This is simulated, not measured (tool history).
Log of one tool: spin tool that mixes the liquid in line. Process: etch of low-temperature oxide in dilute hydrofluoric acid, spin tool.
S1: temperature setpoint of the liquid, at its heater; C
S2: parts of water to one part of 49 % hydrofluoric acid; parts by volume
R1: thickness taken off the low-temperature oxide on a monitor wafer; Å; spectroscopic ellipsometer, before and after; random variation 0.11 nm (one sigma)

{"run": 1, "hour": 0.0, "S1": 24.0, "S2": 120, "time under the liquid (s)": 50, "R1": 55.17}
{"run": 2, "hour": 8.7, "S1": 24.0, "S2": 120, "time under the liquid (s)": 50, "R1": 55.618}
{"run": 3, "hour": 12.3, "S1": 26.0, "S2": 100, "time under the liquid (s)": 50, "R1": 73.432}
{"run": 4, "hour": 18.2, "S1": 27.5, "S2": 85, "time under the liquid (s)": 50, "R1": 94.253}
{"run": 5, "hour": 22.4, "S1": 27.5, "S2": 45, "time under the liquid (s)": 50, "R1": 189.68}
{"run": 6, "hour": 29.0, "S1": 25.5, "S2": 45, "time under the liquid (s)": 50, "R1": 173.28}

The next listed run, before its measurement:
{"run": 7, "hour": 30.0, "S1": 24.5, "S2": 45, "time under the liquid (s)": 50, "R1": "?"}

Run 7 gave R1 168.040 Å.
